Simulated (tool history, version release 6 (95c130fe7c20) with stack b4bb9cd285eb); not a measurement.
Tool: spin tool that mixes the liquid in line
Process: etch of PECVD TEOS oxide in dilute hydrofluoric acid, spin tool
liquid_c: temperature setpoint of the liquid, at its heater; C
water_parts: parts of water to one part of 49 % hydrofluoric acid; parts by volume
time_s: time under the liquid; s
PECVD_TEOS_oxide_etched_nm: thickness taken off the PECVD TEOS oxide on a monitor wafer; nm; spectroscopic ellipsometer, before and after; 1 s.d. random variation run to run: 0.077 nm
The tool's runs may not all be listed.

{"run": 1, "hour": 0.0, "liquid_c": 23.0, "water_parts": 285, "time_s": 285, "PECVD_TEOS_oxide_etched_nm": 18.961}
{"run": 2, "hour": 8.3, "liquid_c": 20.0, "water_parts": 285, "time_s": 285, "PECVD_TEOS_oxide_etched_nm": 16.808}
{"run": 3, "hour": 11.0, "liquid_c": 21.5, "water_parts": 285, "time_s": 285, "PECVD_TEOS_oxide_etched_nm": 17.861}
{"run": 4, "hour": 12.8, "liquid_c": 20.5, "water_parts": 285, "time_s": 285, "PECVD_TEOS_oxide_etched_nm": 17.266}
{"run": 5, "hour": 14.9, "liquid_c": 22.5, "water_parts": 285, "time_s": 285, "PECVD_TEOS_oxide_etched_nm": 18.467}
{"run": 6, "hour": 22.8, "liquid_c": 21.5, "water_parts": 285, "time_s": 285, "PECVD_TEOS_oxide_etched_nm": 17.868}
{"run": 7, "hour": 28.5, "liquid_c": 20.5, "water_parts": 285, "time_s": 285, "PECVD_TEOS_oxide_etched_nm": 17.184}
{"run": 8, "hour": 31.5, "liquid_c": 20.0, "water_parts": 285, "time_s": 285, "PECVD_TEOS_oxide_etched_nm": 16.954}

Run 9, settings as shown, results not yet in. Your forecast:
{"run": 9, "hour": 40.0, "liquid_c": 17.0, "water_parts": 295, "time_s": 285, "PECVD_TEOS_oxide_etched_nm": "?"}

Logged for run 9: PECVD_TEOS_oxide_etched_nm 14.392 nm.
